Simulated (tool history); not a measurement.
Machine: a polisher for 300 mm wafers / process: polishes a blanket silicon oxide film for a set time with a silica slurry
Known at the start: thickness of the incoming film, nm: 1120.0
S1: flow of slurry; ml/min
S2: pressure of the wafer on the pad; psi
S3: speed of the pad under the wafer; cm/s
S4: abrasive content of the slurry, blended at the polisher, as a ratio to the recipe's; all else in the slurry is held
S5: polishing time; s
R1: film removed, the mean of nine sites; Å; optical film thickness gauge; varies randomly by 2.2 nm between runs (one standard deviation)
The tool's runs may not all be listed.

run,hour,S1,S2,S3,S4,S5,R1
1,0,295,4.3,106,1,32,1159.4
2,4.5,295,5,108,1,32,1316.7
3,9.9,360,5,108,1,32,1336.9
4,12.2,360,5.5,112,1,32,1474.9
5,14.1,360,5.5,112,0.9,32,1419.6
6,18.1,360,5.8,118,0.9,32,1578.5

Forecast run 7:
7,24,360,6.1,120,0.9,32,?

{"run 7": {"R1": 1638.9}}
